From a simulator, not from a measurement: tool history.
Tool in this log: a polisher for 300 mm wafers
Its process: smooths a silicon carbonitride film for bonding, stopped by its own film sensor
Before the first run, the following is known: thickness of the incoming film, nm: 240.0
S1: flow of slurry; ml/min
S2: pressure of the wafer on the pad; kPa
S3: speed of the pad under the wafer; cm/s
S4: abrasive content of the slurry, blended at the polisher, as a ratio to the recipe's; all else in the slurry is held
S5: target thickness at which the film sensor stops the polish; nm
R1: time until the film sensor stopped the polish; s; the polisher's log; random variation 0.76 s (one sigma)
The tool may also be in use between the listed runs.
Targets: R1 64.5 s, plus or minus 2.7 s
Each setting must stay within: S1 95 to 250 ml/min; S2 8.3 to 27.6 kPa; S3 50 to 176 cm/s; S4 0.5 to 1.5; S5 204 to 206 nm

run,hour,S1,S2,S3,S4,S5,R1
1,0,160,17.9,112,1,206,95.949
2,2.1,160,17.9,112,1,206,100.39
3,6.2,160,17.9,112,1,204,101.39
4,13.1,160,20,112,1,204,92.315
5,21.9,160,20,112,1,204,93.99
6,24.2,160,22.1,114,1,204,82.903
7,31.7,160,23.4,114,1,204,78.178
8,39.1,160,24.1,114,1,204,76.259
9,46.9,160,24.8,114,1,204,73.191
10,55.1,160,25.5,114,1,204,72.118
11,60.8,160,26.2,114,1,204,69.712

5 candidate next runs follow, results not yet known. Just one meets every target within its allowed miss. Identify it.
A,66.5,200,26.2,134,1.15,205,?
B,66.5,145,23.4,136,1,204,?
C,66.5,160,27.6,104,0.9,205,?
D,66.5,150,27.6,126,1.1,206,?
E,66.5,125,26.9,136,1,204,?

move,R1
A,55.56
B,69.874
C,70.652
D,56.952
E,63.088
A: takes the result that was furthest off past its target
B: just as far off the targets as the last run
C: its largest miss is bigger than the last run's
D: takes the result that was furthest off past its target
E: every result lands within tolerance
Correct choice: E, which meets every target
